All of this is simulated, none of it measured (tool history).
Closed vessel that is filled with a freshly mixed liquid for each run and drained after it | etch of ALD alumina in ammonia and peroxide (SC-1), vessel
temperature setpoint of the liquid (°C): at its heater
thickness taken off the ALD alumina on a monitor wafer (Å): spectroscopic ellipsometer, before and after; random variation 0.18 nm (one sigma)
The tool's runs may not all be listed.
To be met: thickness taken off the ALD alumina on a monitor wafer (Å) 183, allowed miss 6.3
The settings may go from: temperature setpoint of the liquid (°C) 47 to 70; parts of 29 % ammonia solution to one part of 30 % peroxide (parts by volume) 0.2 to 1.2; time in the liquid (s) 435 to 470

run  hour  temperature setpoint of the liquid (°C)  parts of 29 % ammonia solution to one part of 30 % peroxide (parts by volume)  time in the liquid (s)  thickness taken off the ALD alumina on a monitor wafer (Å)
  1     0                                       63                                                                            0.8                     435                                                      365.39
  2   4.9                                       63                                                                           0.95                     435                                                      364.46
  3   9.5                                       63                                                                           1.15                     435                                                      375.87
  4  13.7                                       63                                                                            1.2                     435                                                      374.21
  5  16.3                                     66.5                                                                            1.2                     435                                                      452.29
  6  24.8                                       70                                                                            1.2                     435                                                      526.44
  7  32.5                                       65                                                                            1.2                     435                                                      420.14
  8  38.2                                     61.5                                                                            1.2                     435                                                      352.51
  9  39.4                                     61.5                                                                            1.2                     435                                                      347.24
 10  47.5                                     58.5                                                                            1.2                     435                                                      300.09
 11  55.1                                     50.5                                                                           1.15                     435                                                       193.8
 12  63.3                                       50                                                                           1.15                     435                                                      185.33

Which of these 4 next moves meets every target?
  A  71.5                                     49.5                                                                           1.05                     470                                                           ?
  B  71.5                                       50                                                                            1.2                     450                                                           ?
  C  71.5                                       49                                                                            0.8                     460                                                           ?
  D  71.5                                       49                                                                            1.2                     470                                                           ?

move  thickness taken off the ALD alumina on a monitor wafer (Å)
   A                                                      194.37
   B                                                      193.74
   C                                                      180.31
   D                                                       191.5
A: further off than the last run
B: further off than the last run
C: meets every target
D: further off than the last run
Move C is the one to make.
